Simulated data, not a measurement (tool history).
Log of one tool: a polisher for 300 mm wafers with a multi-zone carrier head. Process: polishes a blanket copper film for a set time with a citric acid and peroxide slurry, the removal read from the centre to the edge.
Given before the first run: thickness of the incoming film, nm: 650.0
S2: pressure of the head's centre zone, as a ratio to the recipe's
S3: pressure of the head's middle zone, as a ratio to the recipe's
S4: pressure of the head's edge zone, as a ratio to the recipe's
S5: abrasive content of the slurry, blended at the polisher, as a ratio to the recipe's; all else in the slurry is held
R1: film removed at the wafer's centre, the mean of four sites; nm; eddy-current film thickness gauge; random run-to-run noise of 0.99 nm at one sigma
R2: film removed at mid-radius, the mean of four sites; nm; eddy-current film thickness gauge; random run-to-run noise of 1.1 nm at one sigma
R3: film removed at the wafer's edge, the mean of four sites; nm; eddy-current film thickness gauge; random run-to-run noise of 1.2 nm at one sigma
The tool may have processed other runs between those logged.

Run 1, hour 0: flow of slurry (ml/min) 190, S2 1, S3 1, S4 1, S5 1, polishing time (s) 58. Result: R1 153.3 nm, R2 152.73 nm, R3 148.71 nm.
Run 2, hour 6.4: flow of slurry (ml/min) 180, S2 0.95, S3 1.01, S4 1, S5 0.9, polishing time (s) 53. Result: R1 125.7 nm, R2 137.75 nm, R3 134.48 nm.
Run 3, hour 12.6: flow of slurry (ml/min) 180, S2 0.95, S3 1.01, S4 0.95, S5 0.9, polishing time (s) 53. Result: R1 127.67 nm, R2 139.01 nm, R3 128.31 nm.
Run 4, hour 21.2: flow of slurry (ml/min) 175, S2 0.92, S3 1, S4 0.94, S5 0.8, polishing time (s) 50. Result: R1 114.15 nm, R2 124.79 nm, R3 118.93 nm.
Run 5, hour 29: flow of slurry (ml/min) 170, S2 0.89, S3 1.01, S4 0.93, S5 0.75, polishing time (s) 47. Result: R1 102.85 nm, R2 115.79 nm, R3 112.78 nm.
Run 6, hour 32: flow of slurry (ml/min) 165, S2 0.87, S3 1.03, S4 0.92, S5 0.7, polishing time (s) 45. Result: R1 94.045 nm, R2 113.29 nm, R3 103.3 nm.
Run 7, hour 41: flow of slurry (ml/min) 160, S2 0.86, S3 1.03, S4 0.92, S5 0.65, polishing time (s) 44. Result: R1 87.177 nm, R2 107.57 nm, R3 100.71 nm.
Run 8, hour 47.6: flow of slurry (ml/min) 150, S2 0.83, S3 1.01, S4 0.83, S5 0.5, polishing time (s) 41. Result: R1 76.1 nm, R2 94.45 nm, R3 85.505 nm.

Run 9 comes next. What will it give?
Run 9, hour 54.1: flow of slurry (ml/min) 150, S2 0.83, S3 1.01, S4 0.85, S5 0.5, polishing time (s) 41. Result: R1 ?, R2 ?, R3 ?.

{"run 9": {"R1": 75.044, "R2": 93.968, "R3": 86.502}}
